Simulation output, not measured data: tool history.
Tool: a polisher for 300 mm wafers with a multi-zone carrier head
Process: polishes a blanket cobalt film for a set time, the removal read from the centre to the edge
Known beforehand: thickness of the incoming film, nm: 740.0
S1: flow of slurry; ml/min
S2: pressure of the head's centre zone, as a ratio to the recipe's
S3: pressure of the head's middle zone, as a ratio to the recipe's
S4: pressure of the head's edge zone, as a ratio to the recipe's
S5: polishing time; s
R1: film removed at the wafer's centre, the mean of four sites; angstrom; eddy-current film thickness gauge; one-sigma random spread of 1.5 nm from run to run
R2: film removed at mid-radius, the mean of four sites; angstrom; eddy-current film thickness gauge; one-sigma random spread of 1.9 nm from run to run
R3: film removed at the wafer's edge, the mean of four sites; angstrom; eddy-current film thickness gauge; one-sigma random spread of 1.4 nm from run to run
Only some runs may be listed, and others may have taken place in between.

run	hour	S1	S2	S3	S4	S5	R1	R2	R3
1	0.0	155	1.00	1.00	1.00	71	2931.1	2855.1	2903.2
2	5.1	125	1.00	1.00	1.00	71	2829.8	2705.9	2846.6
3	7.7	125	1.00	1.00	1.00	79	3109.3	3019.8	3159.3
4	14.5	125	1.00	1.05	1.00	79	3099.6	3095.0	3121.4
5	21.6	125	1.05	1.05	1.00	79	3251.3	3144.7	3146.3
6	25.4	120	1.02	1.03	0.99	76	2974.4	2933.8	2997.2
7	32.2	120	1.02	1.03	0.99	76	2990.3	2954.7	2976.3
8	41.1	115	0.99	1.00	0.98	73	2799.2	2720.5	2824.8
9	41.7	110	0.96	0.98	0.98	71	2613.8	2592.5	2727.5
10	48.3	110	0.94	0.96	0.97	70	2500.3	2492.0	2685.3

Expected results for the next run?
11	53.9	110	0.93	0.94	0.95	69	?	?	?

R1: 2440.8 angstrom
R2: 2380.9 angstrom
R3: 2636.7 angstrom
